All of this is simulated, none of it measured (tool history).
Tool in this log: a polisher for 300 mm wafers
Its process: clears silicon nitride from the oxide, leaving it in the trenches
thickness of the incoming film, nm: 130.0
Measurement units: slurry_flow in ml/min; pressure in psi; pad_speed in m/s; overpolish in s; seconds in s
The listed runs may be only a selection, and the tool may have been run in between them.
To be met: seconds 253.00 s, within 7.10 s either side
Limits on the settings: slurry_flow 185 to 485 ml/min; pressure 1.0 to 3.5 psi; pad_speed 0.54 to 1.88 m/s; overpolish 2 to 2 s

run	day	slurry_flow	pressure	pad_speed	overpolish	seconds
1	0.000	310	2.2	1.20	2	181.98
2	0.042	310	2.0	1.20	2	199.10
3	0.088	310	2.0	1.36	2	182.27
4	0.300	310	1.8	1.36	2	202.60
5	0.500	310	2.2	1.36	2	166.40
6	0.700	310	2.0	1.36	2	179.17
7	0.796	310	1.8	1.36	2	200.15
8	0.842	310	1.7	1.36	2	212.41
9	1.196	305	1.3	1.36	2	273.65
10	1.279	315	1.3	1.36	2	270.61

Next run, 5 choices. One meets every target within its allowed miss, the rest don't. Which?
A	1.362	325	1.1	1.48	2	?
B	1.362	340	1.3	1.24	2	?
C	1.362	290	1.2	1.40	2	?
D	1.362	190	1.4	1.44	2	?
E	1.362	330	1.3	1.22	2	?

move	seconds
A	296.00
B	291.54
C	288.12
D	252.93
E	296.05
A: misses by more than the last run did
B: misses by more than the last run did
C: misses by more than the last run did
D: meets every target
E: misses by more than the last run did
The right move is D.
